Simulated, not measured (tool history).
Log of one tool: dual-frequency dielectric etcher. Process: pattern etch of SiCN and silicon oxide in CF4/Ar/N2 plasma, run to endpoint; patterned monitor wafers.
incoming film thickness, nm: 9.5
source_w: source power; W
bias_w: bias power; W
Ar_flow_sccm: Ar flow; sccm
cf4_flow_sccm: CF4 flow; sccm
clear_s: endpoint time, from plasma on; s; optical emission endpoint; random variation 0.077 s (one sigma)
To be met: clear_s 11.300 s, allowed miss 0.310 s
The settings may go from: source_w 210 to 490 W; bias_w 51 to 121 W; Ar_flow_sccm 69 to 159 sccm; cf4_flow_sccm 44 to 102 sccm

run	day	source_w	bias_w	Ar_flow_sccm	cf4_flow_sccm	clear_s
1	0.000	350	86	114	73	12.592
2	0.338	360	86	114	73	12.391
3	0.683	360	86	123	73	12.595
4	1.004	360	73	123	73	13.312
5	1.142	360	66	123	73	13.795
6	1.258	380	66	123	73	13.291
7	1.604	400	67	123	73	12.560
8	1.892	410	67	123	73	12.293
# day 2.096: CF4 flow controller replaced
9	2.096	420	67	123	73	12.032

4 next moves are on the table. One of them brings every result within its allowed miss. Which?
A	2.300	400	75	129	73	?
B	2.300	470	69	136	63	?
C	2.300	360	78	119	78	?
D	2.300	410	51	108	75	?

move	clear_s
A	12.075
B	11.221
C	12.726
D	13.154
A: further off than the last run
B: meets every target
C: further off than the last run
D: further off than the last run
Answer: B
